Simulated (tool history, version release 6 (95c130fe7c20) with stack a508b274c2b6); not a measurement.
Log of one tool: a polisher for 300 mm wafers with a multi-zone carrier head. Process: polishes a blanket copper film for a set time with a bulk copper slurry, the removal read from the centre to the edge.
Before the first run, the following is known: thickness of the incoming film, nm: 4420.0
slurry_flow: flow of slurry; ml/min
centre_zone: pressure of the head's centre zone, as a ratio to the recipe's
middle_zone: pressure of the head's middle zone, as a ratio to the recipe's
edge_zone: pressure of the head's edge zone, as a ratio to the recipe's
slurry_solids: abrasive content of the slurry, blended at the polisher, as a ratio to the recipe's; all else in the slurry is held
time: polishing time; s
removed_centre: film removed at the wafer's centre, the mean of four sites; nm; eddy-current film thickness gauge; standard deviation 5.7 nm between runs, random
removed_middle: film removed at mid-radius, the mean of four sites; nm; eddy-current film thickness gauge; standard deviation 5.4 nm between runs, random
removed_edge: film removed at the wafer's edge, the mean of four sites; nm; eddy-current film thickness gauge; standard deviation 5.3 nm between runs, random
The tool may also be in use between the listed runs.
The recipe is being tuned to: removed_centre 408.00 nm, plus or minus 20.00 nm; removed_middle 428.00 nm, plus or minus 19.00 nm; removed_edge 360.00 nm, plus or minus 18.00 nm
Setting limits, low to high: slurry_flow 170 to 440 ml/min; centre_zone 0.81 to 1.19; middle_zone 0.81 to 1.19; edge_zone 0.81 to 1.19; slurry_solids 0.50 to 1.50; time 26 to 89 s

Run 1, day 0.000: slurry_flow 280 ml/min, centre_zone 1.00, middle_zone 1.00, edge_zone 1.00, slurry_solids 1.00, time 57 s. Result: removed_centre 411.06 nm, removed_middle 411.75 nm, removed_edge 419.04 nm.
Run 2, day 0.258: slurry_flow 280 ml/min, centre_zone 1.00, middle_zone 1.00, edge_zone 1.00, slurry_solids 1.00, time 48 s. Result: removed_centre 359.69 nm, removed_middle 350.49 nm, removed_edge 355.82 nm.
Run 3, day 0.567: slurry_flow 285 ml/min, centre_zone 1.02, middle_zone 1.04, edge_zone 0.99, slurry_solids 1.05, time 48 s. Result: removed_centre 360.55 nm, removed_middle 364.38 nm, removed_edge 354.20 nm.
Run 4, day 0.804: slurry_flow 290 ml/min, centre_zone 1.04, middle_zone 1.07, edge_zone 0.98, slurry_solids 1.10, time 49 s. Result: removed_centre 376.04 nm, removed_middle 389.80 nm, removed_edge 363.96 nm.
At day 0.975: worn pad replaced by a new one.
Run 5, day 0.975: slurry_flow 290 ml/min, centre_zone 1.04, middle_zone 1.02, edge_zone 0.98, slurry_solids 1.10, time 49 s. Result: removed_centre 395.53 nm, removed_middle 389.57 nm, removed_edge 386.25 nm.
Run 6, day 1.121: slurry_flow 290 ml/min, centre_zone 1.04, middle_zone 1.02, edge_zone 0.98, slurry_solids 1.10, time 44 s. Result: removed_centre 366.52 nm, removed_middle 348.57 nm, removed_edge 346.77 nm.
Run 7, day 1.417: slurry_flow 300 ml/min, centre_zone 1.06, middle_zone 1.05, edge_zone 0.96, slurry_solids 1.15, time 44 s. Result: removed_centre 369.11 nm, removed_middle 361.83 nm, removed_edge 344.25 nm.
Run 8, day 1.588: slurry_flow 305 ml/min, centre_zone 1.08, middle_zone 1.07, edge_zone 0.95, slurry_solids 1.20, time 44 s. Result: removed_centre 385.61 nm, removed_middle 375.28 nm, removed_edge 343.30 nm.
Run 9, day 1.671: slurry_flow 310 ml/min, centre_zone 1.08, middle_zone 1.09, edge_zone 0.95, slurry_solids 1.25, time 44 s. Result: removed_centre 383.74 nm, removed_middle 371.65 nm, removed_edge 350.32 nm.
Run 10, day 1.992: slurry_flow 310 ml/min, centre_zone 1.08, middle_zone 1.11, edge_zone 0.93, slurry_solids 1.25, time 45 s. Result: removed_centre 401.06 nm, removed_middle 399.41 nm, removed_edge 359.42 nm.
Run 11, day 2.258: slurry_flow 310 ml/min, centre_zone 1.08, middle_zone 1.12, edge_zone 0.92, slurry_solids 1.25, time 45 s. Result: removed_centre 392.79 nm, removed_middle 398.09 nm, removed_edge 348.86 nm.
Run 12, day 2.333: slurry_flow 310 ml/min, centre_zone 1.08, middle_zone 1.12, edge_zone 0.92, slurry_solids 1.25, time 45 s. Result: removed_centre 396.19 nm, removed_middle 398.42 nm, removed_edge 353.63 nm.
Run 13, day 2.371: slurry_flow 310 ml/min, centre_zone 1.08, middle_zone 1.13, edge_zone 0.91, slurry_solids 1.25, time 45 s. Result: removed_centre 387.61 nm, removed_middle 403.76 nm, removed_edge 347.55 nm.

Below are 4 possible settings for the next run. Only one of them brings all results inside the allowed miss of their targets. Which is it?
Run A, day 2.408: slurry_flow 295 ml/min, centre_zone 1.08, middle_zone 1.16, edge_zone 0.88, slurry_solids 1.30, time 47 s. Result: removed_centre ?, removed_middle ?, removed_edge ?.
Run B, day 2.408: slurry_flow 340 ml/min, centre_zone 1.19, middle_zone 1.11, edge_zone 0.91, slurry_solids 1.20, time 46 s. Result: removed_centre ?, removed_middle ?, removed_edge ?.
Run C, day 2.408: slurry_flow 365 ml/min, centre_zone 0.96, middle_zone 1.03, edge_zone 0.88, slurry_solids 1.45, time 46 s. Result: removed_centre ?, removed_middle ?, removed_edge ?.
Run D, day 2.408: slurry_flow 285 ml/min, centre_zone 0.93, middle_zone 1.16, edge_zone 0.94, slurry_solids 1.25, time 48 s. Result: removed_centre ?, removed_middle ?, removed_edge ?.

move  removed_centre  removed_middle  removed_edge
   A          414.89          423.20        366.98
   B          448.82          400.00        364.23
   C          375.13          391.45        372.00
   D          360.66          428.19        382.84
A: each result inside its tolerance
B: lands further from the targets than the last run did
C: lands further from the targets than the last run did
D: brings the last run's worst result on target, with another outside its allowed miss
Move A is the one to make.

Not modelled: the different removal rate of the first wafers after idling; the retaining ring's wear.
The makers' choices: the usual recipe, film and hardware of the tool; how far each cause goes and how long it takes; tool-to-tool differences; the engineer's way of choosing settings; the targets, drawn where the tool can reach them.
